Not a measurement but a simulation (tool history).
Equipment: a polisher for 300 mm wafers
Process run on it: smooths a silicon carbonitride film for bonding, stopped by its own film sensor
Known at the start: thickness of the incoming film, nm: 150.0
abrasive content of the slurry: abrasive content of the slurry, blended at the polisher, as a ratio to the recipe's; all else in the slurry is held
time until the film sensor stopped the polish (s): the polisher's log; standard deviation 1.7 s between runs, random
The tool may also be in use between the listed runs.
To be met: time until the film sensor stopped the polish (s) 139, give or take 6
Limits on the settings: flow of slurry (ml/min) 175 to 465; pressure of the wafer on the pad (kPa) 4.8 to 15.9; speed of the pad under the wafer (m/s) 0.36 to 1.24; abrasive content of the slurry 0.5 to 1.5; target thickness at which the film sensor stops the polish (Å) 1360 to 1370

run  hour  flow of slurry (ml/min)  pressure of the wafer on the pad (kPa)  speed of the pad under the wafer (m/s)  abrasive content of the slurry  target thickness at which the film sensor stops the polish (Å)  time until the film sensor stopped the polish (s)
  1     0                      295                                    10.3                                     0.8                               1                                                            1360                                             104.93
  2   4.6                      295                                     9.7                                     0.8                               1                                                            1360                                             113.23
  3   9.9                      295                                     9.7                                     0.8                             0.8                                                            1360                                             125.99
  4    14                      295                                     9.7                                     0.8                             0.8                                                            1370                                             117.87
  5  19.9                      295                                     9.7                                     0.8                               1                                                            1370                                             104.97
  6  21.3                      295                                       9                                     0.8                               1                                                            1370                                              112.9
  7  24.7                      295                                     8.3                                     0.8                               1                                                            1370                                                120
  8  28.1                      295                                     6.2                                    0.78                               1                                                            1370                                             158.08
  9  32.1                      295                                     6.9                                    0.78                               1                                                            1370                                             151.01

Which one of the following 5 next-run settings gets every result inside its allowed miss? There is exactly one.
  A  36.1                      300                                     7.6                                    0.56                             1.1                                                            1370                                                  ?
  B  36.1                      275                                     6.2                                     0.8                            1.05                                                            1360                                                  ?
  C  36.1                      280                                     8.3                                    0.64                             1.1                                                            1370                                                  ?
  D  36.1                      240                                     7.6                                    0.88                             0.8                                                            1360                                                  ?
  E  36.1                      275                                     6.9                                    0.92                            1.05                                                            1370                                                  ?

move  time until the film sensor stopped the polish (s)
   A                                             166.42
   B                                              168.2
   C                                             138.41
   D                                             150.94
   E                                             126.32
A: the biggest miss grows against the last run
B: the biggest miss grows against the last run
C: meets every target
D: no better and no worse than the last run
E: takes the biggest miss from the last run beyond its target
Correct choice: C, which meets every target

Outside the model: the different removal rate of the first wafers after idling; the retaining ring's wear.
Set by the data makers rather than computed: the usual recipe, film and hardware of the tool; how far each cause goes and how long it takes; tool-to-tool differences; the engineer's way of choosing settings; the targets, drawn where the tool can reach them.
